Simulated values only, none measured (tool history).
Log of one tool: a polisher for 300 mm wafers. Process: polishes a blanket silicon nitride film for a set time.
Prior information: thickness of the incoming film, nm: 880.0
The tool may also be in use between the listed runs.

| run | hour | flow of slurry (ml/min) | pressure of the wafer on the pad (psi) | speed of the pad under the wafer (cm/s) | polishing time (s) | film removed (nm) |
|---|---|---|---|---|---|---|
| 1 | 0 | 145 | 4.8 | 142 | 107 | 357.04 |
| 2 | 7.6 | 140 | 4.6 | 142 | 107 | 341.72 |
| 3 | 9.3 | 140 | 4.4 | 142 | 107 | 335.83 |
| 4 | 14.8 | 140 | 4.4 | 142 | 107 | 335.02 |
| 5 | 19.5 | 140 | 4.2 | 142 | 107 | 312.8 |
| 6 | 27.2 | 140 | 4.7 | 142 | 107 | 355.1 |

What will run 7 give?
| 7 | 33.1 | 140 | 4.5 | 142 | 107 | ? |

Run 7 produced film removed (nm) 336.45.
